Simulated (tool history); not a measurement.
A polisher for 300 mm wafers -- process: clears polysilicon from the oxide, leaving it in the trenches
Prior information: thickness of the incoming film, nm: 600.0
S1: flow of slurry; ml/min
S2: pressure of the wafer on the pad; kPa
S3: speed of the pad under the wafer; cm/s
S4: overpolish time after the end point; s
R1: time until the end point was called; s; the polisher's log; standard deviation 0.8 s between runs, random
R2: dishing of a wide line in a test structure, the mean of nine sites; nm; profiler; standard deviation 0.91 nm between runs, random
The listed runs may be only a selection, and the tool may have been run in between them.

Run 1, hour 0.0: S1 185 ml/min, S2 18.6 kPa, S3 104 cm/s, S4 18 s. Result: R1 44.480 s, R2 70.704 nm.
Run 2, hour 3.9: S1 185 ml/min, S2 18.6 kPa, S3 94 cm/s, S4 18 s. Result: R1 46.451 s, R2 67.008 nm.
Run 3, hour 10.0: S1 230 ml/min, S2 18.6 kPa, S3 94 cm/s, S4 18 s. Result: R1 45.723 s, R2 66.486 nm.
Run 4, hour 14.3: S1 250 ml/min, S2 18.6 kPa, S3 94 cm/s, S4 18 s. Result: R1 45.688 s, R2 69.392 nm.
Run 5, hour 21.8: S1 250 ml/min, S2 18.6 kPa, S3 104 cm/s, S4 18 s. Result: R1 41.767 s, R2 67.544 nm.
Run 6, hour 24.4: S1 250 ml/min, S2 18.6 kPa, S3 84 cm/s, S4 18 s. Result: R1 50.175 s, R2 65.457 nm.
Run 7, hour 25.5: S1 260 ml/min, S2 17.9 kPa, S3 76 cm/s, S4 14 s. Result: R1 55.546 s, R2 61.732 nm.
Run 8, hour 32.0: S1 270 ml/min, S2 17.2 kPa, S3 74 cm/s, S4 11 s. Result: R1 57.823 s, R2 57.499 nm.
Run 9, hour 34.9: S1 270 ml/min, S2 15.9 kPa, S3 74 cm/s, S4 10 s. Result: R1 62.811 s, R2 54.232 nm.
Run 10, hour 36.4: S1 270 ml/min, S2 15.2 kPa, S3 74 cm/s, S4 10 s. Result: R1 65.188 s, R2 51.411 nm.

Run 11 is up next; what results do you expect?
Run 11, hour 41.4: S1 270 ml/min, S2 15.2 kPa, S3 74 cm/s, S4 11 s. Result: R1 ?, R2 ?.

{"run 11": {"R1": 65.896, "R2": 54.532}}

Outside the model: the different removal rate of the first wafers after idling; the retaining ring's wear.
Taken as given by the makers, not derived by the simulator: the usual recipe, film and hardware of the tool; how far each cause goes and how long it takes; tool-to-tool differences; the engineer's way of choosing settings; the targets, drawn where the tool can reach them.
